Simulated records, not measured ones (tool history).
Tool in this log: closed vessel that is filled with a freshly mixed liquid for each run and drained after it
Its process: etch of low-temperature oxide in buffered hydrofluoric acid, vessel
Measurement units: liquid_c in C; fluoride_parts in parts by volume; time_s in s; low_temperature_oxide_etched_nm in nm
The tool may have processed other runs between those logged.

| run | hour | liquid_c | fluoride_parts | time_s | low_temperature_oxide_etched_nm |
|---|---|---|---|---|---|
| 1 | 0.0 | 24.0 | 16.0 | 30 | 89.928 |
| 2 | 0.9 | 24.0 | 16.0 | 30 | 90.691 |
| 3 | 7.1 | 24.0 | 16.0 | 30 | 90.672 |
| 4 | 12.1 | 24.0 | 16.0 | 30 | 90.269 |
| 5 | 16.5 | 21.0 | 16.0 | 30 | 77.068 |
| 6 | 20.1 | 24.5 | 14.5 | 30 | 102.860 |
| 7 | 20.7 | 24.5 | 14.5 | 30 | 103.080 |

What does the tool deliver on the next run?
| 8 | 25.3 | 24.5 | 14.5 | 30 | ? |

{"run 8": {"low_temperature_oxide_etched_nm": 101.5}}
